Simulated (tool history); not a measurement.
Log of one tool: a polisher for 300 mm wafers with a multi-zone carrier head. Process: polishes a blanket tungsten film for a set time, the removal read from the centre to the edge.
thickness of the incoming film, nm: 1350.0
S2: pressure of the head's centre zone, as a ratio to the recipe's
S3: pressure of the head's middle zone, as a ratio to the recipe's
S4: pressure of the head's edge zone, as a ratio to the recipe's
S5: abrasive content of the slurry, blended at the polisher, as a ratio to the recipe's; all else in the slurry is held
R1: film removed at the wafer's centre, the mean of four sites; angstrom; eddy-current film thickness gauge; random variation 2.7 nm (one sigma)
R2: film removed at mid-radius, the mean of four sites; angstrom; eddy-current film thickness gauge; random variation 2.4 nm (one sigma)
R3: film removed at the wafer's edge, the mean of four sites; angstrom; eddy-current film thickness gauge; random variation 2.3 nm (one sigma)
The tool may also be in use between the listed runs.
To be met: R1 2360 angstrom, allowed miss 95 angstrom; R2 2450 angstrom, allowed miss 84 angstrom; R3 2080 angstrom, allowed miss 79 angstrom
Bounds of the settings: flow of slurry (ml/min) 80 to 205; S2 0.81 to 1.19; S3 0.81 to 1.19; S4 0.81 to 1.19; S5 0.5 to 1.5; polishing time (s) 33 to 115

run 1 hour=0 | flow_of_slurry_(ml/min)=135 S2=1 S3=1 S4=1 S5=1 polishing_time_(s)=73 | R1=1757.9 R2=1835.1 R3=1795.3
run 2 hour=7.4 | flow_of_slurry_(ml/min)=135 S2=1 S3=1.07 S4=1 S5=1 polishing_time_(s)=73 | R1=1790.2 R2=1909.8 R3=1771.2
run 3 hour=8.3 | flow_of_slurry_(ml/min)=135 S2=1 S3=1.07 S4=1 S5=1 polishing_time_(s)=85 | R1=2052.9 R2=2263.3 R3=2111
run 4 hour=14.3 | flow_of_slurry_(ml/min)=140 S2=1.01 S3=1.08 S4=0.99 S5=1 polishing_time_(s)=85 | R1=2085.4 R2=2327.4 R3=2106.5
run 5 hour=17.2 | flow_of_slurry_(ml/min)=145 S2=1.03 S3=1.08 S4=0.98 S5=1 polishing_time_(s)=85 | R1=2152.3 R2=2287.4 R3=2081.7
run 6 hour=23.1 | flow_of_slurry_(ml/min)=145 S2=1.03 S3=1.08 S4=0.98 S5=0.9 polishing_time_(s)=85 | R1=2162.6 R2=2258.8 R3=2117
run 7 hour=29.3 | flow_of_slurry_(ml/min)=150 S2=1.04 S3=1.09 S4=0.97 S5=0.9 polishing_time_(s)=85 | R1=2204.7 R2=2319.6 R3=2047.3
run 8 hour=31.7 | flow_of_slurry_(ml/min)=155 S2=1.04 S3=1.09 S4=0.97 S5=0.9 polishing_time_(s)=85 | R1=2189.5 R2=2308.9 R3=2103.5

Which of these 5 next moves meets every target?
run A hour=34.1 | flow_of_slurry_(ml/min)=165 S2=1.12 S3=1.04 S4=1.01 S5=0.75 polishing_time_(s)=89 | R1=? R2=? R3=?
run B hour=34.1 | flow_of_slurry_(ml/min)=165 S2=1 S3=1.07 S4=1.02 S5=0.8 polishing_time_(s)=86 | R1=? R2=? R3=?
run C hour=34.1 | flow_of_slurry_(ml/min)=150 S2=1.04 S3=1.07 S4=0.94 S5=0.9 polishing_time_(s)=85 | R1=? R2=? R3=?
run D hour=34.1 | flow_of_slurry_(ml/min)=190 S2=1.04 S3=1.08 S4=0.86 S5=1 polishing_time_(s)=86 | R1=? R2=? R3=?
run E hour=34.1 | flow_of_slurry_(ml/min)=140 S2=1.17 S3=0.99 S4=1.03 S5=0.9 polishing_time_(s)=85 | R1=? R2=? R3=?

move=A R1=2447.6 R2=2299.8 R3=2150.7
move=B R1=2127.5 R2=2296.6 R3=2102.9
move=C R1=2180.7 R2=2267.4 R3=2017.5
move=D R1=2338.1 R2=2438.5 R3=2057
move=E R1=2418.6 R2=2094.3 R3=2077.8
A: brings the result that was furthest off to its target, and leaves another outside
B: further off than the last run
C: further off than the last run
D: meets every target
E: brings the result that was furthest off to its target, and leaves another outside
Move D is the one to make.
